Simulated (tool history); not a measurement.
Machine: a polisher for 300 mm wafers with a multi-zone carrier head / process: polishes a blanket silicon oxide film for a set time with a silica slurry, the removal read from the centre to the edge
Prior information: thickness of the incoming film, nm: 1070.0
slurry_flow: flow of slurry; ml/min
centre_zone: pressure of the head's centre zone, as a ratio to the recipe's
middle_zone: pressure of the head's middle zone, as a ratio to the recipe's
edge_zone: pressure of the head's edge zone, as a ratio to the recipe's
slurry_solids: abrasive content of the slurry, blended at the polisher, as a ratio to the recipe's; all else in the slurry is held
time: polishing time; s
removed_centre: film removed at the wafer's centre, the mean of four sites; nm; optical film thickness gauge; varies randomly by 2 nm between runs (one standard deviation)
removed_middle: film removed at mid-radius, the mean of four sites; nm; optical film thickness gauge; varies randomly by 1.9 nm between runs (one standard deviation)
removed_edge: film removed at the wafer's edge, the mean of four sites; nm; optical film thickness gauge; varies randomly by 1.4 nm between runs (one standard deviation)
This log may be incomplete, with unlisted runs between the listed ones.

Run 1, hour 0: slurry_flow 155 ml/min, centre_zone 1, middle_zone 1, edge_zone 1, slurry_solids 1, time 43 s. Result: removed_centre 111.18 nm, removed_middle 119.77 nm, removed_edge 115.87 nm.
Run 2, hour 4.9: slurry_flow 175 ml/min, centre_zone 1.06, middle_zone 0.97, edge_zone 1.06, slurry_solids 1.15, time 46 s. Result: removed_centre 135.14 nm, removed_middle 133.63 nm, removed_edge 136.25 nm.
Run 3, hour 12.7: slurry_flow 185 ml/min, centre_zone 1.1, middle_zone 0.94, edge_zone 1.09, slurry_solids 1.25, time 50 s. Result: removed_centre 162.69 nm, removed_middle 148.67 nm, removed_edge 155.34 nm.
Run 4, hour 16.2: slurry_flow 190 ml/min, centre_zone 1.12, middle_zone 0.92, edge_zone 1.12, slurry_solids 1.35, time 53 s. Result: removed_centre 176.69 nm, removed_middle 155.17 nm, removed_edge 170.84 nm.
Run 5, hour 20.6: slurry_flow 190 ml/min, centre_zone 1.16, middle_zone 0.92, edge_zone 1.12, slurry_solids 1.35, time 53 s. Result: removed_centre 183.68 nm, removed_middle 159.78 nm, removed_edge 168.78 nm.
Run 6, hour 22.6: slurry_flow 200 ml/min, centre_zone 1.17, middle_zone 0.91, edge_zone 1.14, slurry_solids 1.4, time 55 s. Result: removed_centre 200.73 nm, removed_middle 166.61 nm, removed_edge 181.42 nm.

Predict the results of run 7:
Run 7, hour 23.2: slurry_flow 215 ml/min, centre_zone 1.16, middle_zone 0.91, edge_zone 1.19, slurry_solids 1.5, time 60 s. Result: removed_centre ?, removed_middle ?, removed_edge ?.

Run 7 came out at removed_centre 220.02 nm, removed_middle 188.53 nm, removed_edge 206.93 nm.
